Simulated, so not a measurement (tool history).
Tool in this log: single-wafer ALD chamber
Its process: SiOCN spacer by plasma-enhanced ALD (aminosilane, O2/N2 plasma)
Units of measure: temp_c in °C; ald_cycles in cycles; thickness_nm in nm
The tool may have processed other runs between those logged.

{"run": 1, "day": 0.0, "temp_c": 385, "ald_cycles": 110, "thickness_nm": 6.4491}
{"run": 2, "day": 0.262, "temp_c": 385, "ald_cycles": 116, "thickness_nm": 6.7995}
{"run": 3, "day": 0.571, "temp_c": 385, "ald_cycles": 105, "thickness_nm": 6.1707}
{"run": 4, "day": 0.892, "temp_c": 385, "ald_cycles": 113, "thickness_nm": 6.6428}
{"run": 5, "day": 0.979, "temp_c": 385, "ald_cycles": 98, "thickness_nm": 5.7748}
{"run": 6, "day": 1.275, "temp_c": 385, "ald_cycles": 113, "thickness_nm": 6.6801}
{"run": 7, "day": 1.396, "temp_c": 385, "ald_cycles": 118, "thickness_nm": 6.9574}

Forecast run 8:
{"run": 8, "day": 1.496, "temp_c": 385, "ald_cycles": 122, "thickness_nm": "?"}

Run 8 yielded thickness_nm 7.1525 nm.

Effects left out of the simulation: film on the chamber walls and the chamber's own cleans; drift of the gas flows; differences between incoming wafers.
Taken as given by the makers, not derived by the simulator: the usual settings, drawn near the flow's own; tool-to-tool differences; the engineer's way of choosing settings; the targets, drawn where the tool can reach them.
